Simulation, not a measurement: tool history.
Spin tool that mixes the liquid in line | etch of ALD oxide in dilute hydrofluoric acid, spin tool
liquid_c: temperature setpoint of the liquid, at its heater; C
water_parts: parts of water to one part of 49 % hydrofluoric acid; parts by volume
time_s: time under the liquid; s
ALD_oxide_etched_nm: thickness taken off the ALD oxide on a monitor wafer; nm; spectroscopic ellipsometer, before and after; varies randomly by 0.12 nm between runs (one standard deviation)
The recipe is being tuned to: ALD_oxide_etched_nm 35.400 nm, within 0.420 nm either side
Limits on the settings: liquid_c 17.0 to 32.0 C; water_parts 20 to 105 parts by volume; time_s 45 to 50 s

Run 1, day 0.000: liquid_c 24.0 C, water_parts 55 parts by volume, time_s 45 s. Result: ALD_oxide_etched_nm 15.205 nm.
Run 2, day 0.367: liquid_c 24.0 C, water_parts 55 parts by volume, time_s 50 s. Result: ALD_oxide_etched_nm 16.944 nm.
Run 3, day 0.512: liquid_c 26.0 C, water_parts 50 parts by volume, time_s 50 s. Result: ALD_oxide_etched_nm 20.348 nm.
Run 4, day 0.583: liquid_c 27.5 C, water_parts 45 parts by volume, time_s 50 s. Result: ALD_oxide_etched_nm 24.067 nm.
At day 0.812: hydrofluoric acid flow meter replaced.
Run 5, day 0.812: liquid_c 28.5 C, water_parts 40 parts by volume, time_s 50 s. Result: ALD_oxide_etched_nm 30.715 nm.
Run 6, day 0.846: liquid_c 29.0 C, water_parts 40 parts by volume, time_s 50 s. Result: ALD_oxide_etched_nm 31.377 nm.
Run 7, day 1.121: liquid_c 29.5 C, water_parts 40 parts by volume, time_s 50 s. Result: ALD_oxide_etched_nm 32.140 nm.
Run 8, day 1.458: liquid_c 30.0 C, water_parts 40 parts by volume, time_s 50 s. Result: ALD_oxide_etched_nm 32.834 nm.
Run 9, day 1.712: liquid_c 30.5 C, water_parts 40 parts by volume, time_s 50 s. Result: ALD_oxide_etched_nm 33.376 nm.
Run 10, day 1.942: liquid_c 31.0 C, water_parts 40 parts by volume, time_s 50 s. Result: ALD_oxide_etched_nm 34.179 nm.
Run 11, day 2.146: liquid_c 31.5 C, water_parts 40 parts by volume, time_s 50 s. Result: ALD_oxide_etched_nm 34.662 nm.

Which single option among these 4 for the next run brings every result within its allowed miss of target? Just one does.
Run A, day 2.350: liquid_c 32.0 C, water_parts 35 parts by volume, time_s 45 s. Result: ALD_oxide_etched_nm ?.
Run B, day 2.350: liquid_c 32.0 C, water_parts 40 parts by volume, time_s 50 s. Result: ALD_oxide_etched_nm ?.
Run C, day 2.350: liquid_c 27.5 C, water_parts 30 parts by volume, time_s 45 s. Result: ALD_oxide_etched_nm ?.
Run D, day 2.350: liquid_c 31.5 C, water_parts 35 parts by volume, time_s 45 s. Result: ALD_oxide_etched_nm ?.

move  ALD_oxide_etched_nm
   A               36.998
   B               35.676
   C               36.338
   D               36.279
A: moves the result that the last run missed by most past its target, out the other side
B: each result inside its tolerance
C: moves the result that the last run missed by most past its target, out the other side
D: moves the result that the last run missed by most past its target, out the other side
The move that meets every target is B.
